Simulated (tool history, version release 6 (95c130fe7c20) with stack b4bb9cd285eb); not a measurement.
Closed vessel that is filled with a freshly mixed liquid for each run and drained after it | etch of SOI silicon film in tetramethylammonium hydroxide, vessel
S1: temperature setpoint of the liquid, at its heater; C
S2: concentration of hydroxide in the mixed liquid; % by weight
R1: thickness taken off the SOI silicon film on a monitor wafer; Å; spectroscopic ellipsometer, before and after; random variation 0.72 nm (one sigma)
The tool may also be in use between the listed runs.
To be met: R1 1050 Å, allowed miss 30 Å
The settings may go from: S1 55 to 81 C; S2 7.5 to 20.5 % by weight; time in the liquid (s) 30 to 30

Run 1, hour 0: S1 68 C, S2 14 % by weight, time in the liquid (s) 30. Result: R1 1512.8 Å.
Run 2, hour 5.5: S1 64.5 C, S2 14 % by weight, time in the liquid (s) 30. Result: R1 1220.8 Å.
Run 3, hour 11.7: S1 69.5 C, S2 14 % by weight, time in the liquid (s) 30. Result: R1 1664.4 Å.
Run 4, hour 15.4: S1 68.5 C, S2 14 % by weight, time in the liquid (s) 30. Result: R1 1563.4 Å.
Run 5, hour 23.9: S1 65 C, S2 14 % by weight, time in the liquid (s) 30. Result: R1 1278.4 Å.
Run 6, hour 26.9: S1 65 C, S2 15 % by weight, time in the liquid (s) 30. Result: R1 1216.1 Å.
Run 7, hour 34.4: S1 62 C, S2 15 % by weight, time in the liquid (s) 30. Result: R1 1010.3 Å.
At hour 37.1: thermometer replaced.
Run 8, hour 37.1: S1 62.5 C, S2 15 % by weight, time in the liquid (s) 30. Result: R1 1132.4 Å.

Which of these 5 next moves meets every target?
Run A, hour 39.8: S1 61.5 C, S2 12.5 % by weight, time in the liquid (s) 30. Result: R1 ?.
Run B, hour 39.8: S1 61.5 C, S2 16 % by weight, time in the liquid (s) 30. Result: R1 ?.
Run C, hour 39.8: S1 62 C, S2 14.5 % by weight, time in the liquid (s) 30. Result: R1 ?.
Run D, hour 39.8: S1 64 C, S2 19 % by weight, time in the liquid (s) 30. Result: R1 ?.
Run E, hour 39.8: S1 62.5 C, S2 14.5 % by weight, time in the liquid (s) 30. Result: R1 ?.

move      R1
   A  1167.5
   B  1044.6
   C  1121.2
   D  1138.9
   E  1156.2
A: further off than the last run
B: meets every target
C: nearer than the last run, and not there yet
D: further off than the last run
E: further off than the last run
The right move is B.
